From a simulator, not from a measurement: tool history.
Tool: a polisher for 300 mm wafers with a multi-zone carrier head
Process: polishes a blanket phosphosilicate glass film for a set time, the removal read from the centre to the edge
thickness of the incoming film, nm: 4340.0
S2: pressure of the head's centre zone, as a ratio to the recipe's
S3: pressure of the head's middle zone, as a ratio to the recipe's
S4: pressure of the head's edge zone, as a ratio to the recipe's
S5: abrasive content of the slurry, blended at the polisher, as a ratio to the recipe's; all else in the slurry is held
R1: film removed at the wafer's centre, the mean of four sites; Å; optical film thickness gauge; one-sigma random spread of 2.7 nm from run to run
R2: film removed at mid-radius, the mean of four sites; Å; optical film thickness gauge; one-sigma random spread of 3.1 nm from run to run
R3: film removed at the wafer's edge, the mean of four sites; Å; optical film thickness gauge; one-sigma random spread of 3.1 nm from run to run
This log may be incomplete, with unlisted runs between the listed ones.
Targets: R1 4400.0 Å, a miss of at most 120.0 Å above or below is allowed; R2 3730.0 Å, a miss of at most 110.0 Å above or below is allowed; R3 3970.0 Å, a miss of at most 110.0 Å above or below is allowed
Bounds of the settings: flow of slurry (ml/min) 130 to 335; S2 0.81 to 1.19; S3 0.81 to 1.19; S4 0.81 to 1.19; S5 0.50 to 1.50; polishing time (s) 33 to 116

{"run": 1, "day": 0.0, "flow of slurry (ml/min)": 215, "S2": 1.0, "S3": 1.0, "S4": 1.0, "S5": 1.0, "polishing time (s)": 74, "R1": 2932.1, "R2": 2920.4, "R3": 2968.4}
{"run": 2, "day": 0.096, "flow of slurry (ml/min)": 265, "S2": 1.0, "S3": 1.0, "S4": 1.0, "S5": 1.0, "polishing time (s)": 74, "R1": 3019.2, "R2": 3002.0, "R3": 3001.7}
{"run": 3, "day": 0.267, "flow of slurry (ml/min)": 225, "S2": 1.0, "S3": 1.0, "S4": 1.0, "S5": 1.0, "polishing time (s)": 74, "R1": 2986.8, "R2": 2968.6, "R3": 2934.1}
{"run": 4, "day": 0.546, "flow of slurry (ml/min)": 225, "S2": 1.0, "S3": 1.0, "S4": 1.0, "S5": 1.1, "polishing time (s)": 74, "R1": 3126.4, "R2": 3078.2, "R3": 3075.0}
{"run": 5, "day": 0.721, "flow of slurry (ml/min)": 230, "S2": 1.02, "S3": 1.0, "S4": 1.03, "S5": 1.15, "polishing time (s)": 74, "R1": 3229.7, "R2": 3129.0, "R3": 3193.5}
{"run": 6, "day": 0.904, "flow of slurry (ml/min)": 205, "S2": 1.02, "S3": 1.0, "S4": 1.03, "S5": 1.15, "polishing time (s)": 74, "R1": 3177.0, "R2": 3110.7, "R3": 3141.2}
{"run": 7, "day": 1.217, "flow of slurry (ml/min)": 205, "S2": 1.02, "S3": 1.0, "S4": 1.03, "S5": 1.15, "polishing time (s)": 74, "R1": 3184.7, "R2": 3157.9, "R3": 3170.8}
{"run": 8, "day": 1.304, "flow of slurry (ml/min)": 215, "S2": 1.05, "S3": 1.0, "S4": 1.06, "S5": 1.2, "polishing time (s)": 74, "R1": 3350.0, "R2": 3156.7, "R3": 3220.9}
{"run": 9, "day": 1.358, "flow of slurry (ml/min)": 220, "S2": 1.06, "S3": 1.0, "S4": 1.08, "S5": 1.25, "polishing time (s)": 75, "R1": 3462.4, "R2": 3306.0, "R3": 3398.2}
{"run": 10, "day": 1.667, "flow of slurry (ml/min)": 230, "S2": 1.08, "S3": 1.0, "S4": 1.09, "S5": 1.3, "polishing time (s)": 75, "R1": 3609.9, "R2": 3347.8, "R3": 3493.3}
{"run": 11, "day": 1.846, "flow of slurry (ml/min)": 240, "S2": 1.1, "S3": 1.0, "S4": 1.1, "S5": 1.35, "polishing time (s)": 75, "R1": 3733.6, "R2": 3432.8, "R3": 3566.4}

Exactly one of the 5 candidate moves below puts every result within its allowed miss. Which one?
{"run": "A", "day": 2.025, "flow of slurry (ml/min)": 215, "S2": 1.01, "S3": 0.99, "S4": 1.19, "S5": 1.5, "polishing time (s)": 84, "R1": "?", "R2": "?", "R3": "?"}
{"run": "B", "day": 2.025, "flow of slurry (ml/min)": 225, "S2": 1.12, "S3": 0.93, "S4": 1.01, "S5": 1.2, "polishing time (s)": 92, "R1": "?", "R2": "?", "R3": "?"}
{"run": "C", "day": 2.025, "flow of slurry (ml/min)": 240, "S2": 0.88, "S3": 1.04, "S4": 1.19, "S5": 1.35, "polishing time (s)": 76, "R1": "?", "R2": "?", "R3": "?"}
{"run": "D", "day": 2.025, "flow of slurry (ml/min)": 230, "S2": 1.11, "S3": 1.1, "S4": 1.11, "S5": 1.45, "polishing time (s)": 64, "R1": "?", "R2": "?", "R3": "?"}
{"run": "E", "day": 2.025, "flow of slurry (ml/min)": 300, "S2": 0.88, "S3": 1.0, "S4": 1.14, "S5": 1.45, "polishing time (s)": 69, "R1": "?", "R2": "?", "R3": "?"}

move=A R1=4033.3 R2=3884.6 R3=4209.0
move=B R1=4433.0 R2=3725.7 R3=3995.9
move=C R1=3188.2 R2=3566.0 R3=3692.5
move=D R1=3306.8 R2=3216.4 R3=3095.8
move=E R1=3043.1 R2=3287.5 R3=3442.7
A: gains on the last run, yet a result remains outside its allowed miss
B: all results in spec
C: further off than the last run
D: further off than the last run
E: further off than the last run
Correct choice: B, which meets every target
